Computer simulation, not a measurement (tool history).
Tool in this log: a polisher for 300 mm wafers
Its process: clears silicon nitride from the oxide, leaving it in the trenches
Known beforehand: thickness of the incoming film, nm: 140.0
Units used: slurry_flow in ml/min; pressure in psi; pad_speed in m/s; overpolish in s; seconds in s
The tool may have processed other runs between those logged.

run  hour  slurry_flow  pressure  pad_speed  overpolish  seconds
  1   0.0          210       3.4       0.88          38   123.44
  2   3.2          210       3.3       0.88          38   125.10
  3   4.8          230       3.3       0.88          38   122.25
  4   6.0          185       3.3       0.88          38   129.07
  5  14.0          185       3.3       1.06          38   107.17
  6  22.4          180       3.1       1.06          38   116.00
  7  25.2          175       3.0       1.06          38   119.90
  8  33.0          170       2.9       1.06          38   124.41
  9  41.2          170       2.8       1.06          38   128.81

Expected results for the next run?
 10  43.5          170       2.7       1.06          38        ?

seconds: 130.33 s

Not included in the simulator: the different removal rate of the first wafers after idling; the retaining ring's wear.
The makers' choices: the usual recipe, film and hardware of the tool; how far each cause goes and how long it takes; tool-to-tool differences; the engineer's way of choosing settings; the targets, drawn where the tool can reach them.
